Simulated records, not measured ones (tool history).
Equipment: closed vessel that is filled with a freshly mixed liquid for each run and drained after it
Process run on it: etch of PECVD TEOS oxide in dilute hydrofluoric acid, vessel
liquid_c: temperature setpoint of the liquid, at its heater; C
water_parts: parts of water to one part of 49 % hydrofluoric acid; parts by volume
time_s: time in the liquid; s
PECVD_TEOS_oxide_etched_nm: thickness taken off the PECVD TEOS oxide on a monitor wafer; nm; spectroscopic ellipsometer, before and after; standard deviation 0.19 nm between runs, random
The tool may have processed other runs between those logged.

run 1 day=0.000 | liquid_c=24.0 water_parts=125 time_s=245 | PECVD_TEOS_oxide_etched_nm=22.419
run 2 day=0.333 | liquid_c=24.0 water_parts=100 time_s=245 | PECVD_TEOS_oxide_etched_nm=28.902
run 3 day=0.550 | liquid_c=22.0 water_parts=100 time_s=245 | PECVD_TEOS_oxide_etched_nm=26.689
run 4 day=0.608 | liquid_c=23.5 water_parts=95 time_s=245 | PECVD_TEOS_oxide_etched_nm=30.039
run 5 day=0.871 | liquid_c=23.5 water_parts=95 time_s=245 | PECVD_TEOS_oxide_etched_nm=29.908
run 6 day=1.075 | liquid_c=23.5 water_parts=80 time_s=245 | PECVD_TEOS_oxide_etched_nm=36.525
run 7 day=1.138 | liquid_c=25.0 water_parts=80 time_s=245 | PECVD_TEOS_oxide_etched_nm=38.596
run 8 day=1.338 | liquid_c=26.0 water_parts=80 time_s=245 | PECVD_TEOS_oxide_etched_nm=40.294
run 9 day=1.683 | liquid_c=27.0 water_parts=80 time_s=245 | PECVD_TEOS_oxide_etched_nm=41.656
run 10 day=1.854 | liquid_c=28.0 water_parts=80 time_s=245 | PECVD_TEOS_oxide_etched_nm=43.647
run 11 day=2.004 | liquid_c=28.5 water_parts=80 time_s=245 | PECVD_TEOS_oxide_etched_nm=44.541
run 12 day=2.250 | liquid_c=29.0 water_parts=80 time_s=245 | PECVD_TEOS_oxide_etched_nm=45.034
run 13 day=2.292 | liquid_c=29.5 water_parts=80 time_s=245 | PECVD_TEOS_oxide_etched_nm=45.971
run 14 day=2.488 | liquid_c=30.0 water_parts=80 time_s=245 | PECVD_TEOS_oxide_etched_nm=46.730
run 15 day=2.808 | liquid_c=30.5 water_parts=80 time_s=245 | PECVD_TEOS_oxide_etched_nm=47.867
run 16 day=2.921 | liquid_c=30.5 water_parts=80 time_s=245 | PECVD_TEOS_oxide_etched_nm=47.852

Estimate the outcome of run 17 from the log above:
run 17 day=3.296 | liquid_c=30.5 water_parts=80 time_s=245 | PECVD_TEOS_oxide_etched_nm=?

PECVD_TEOS_oxide_etched_nm: 47.612 nm
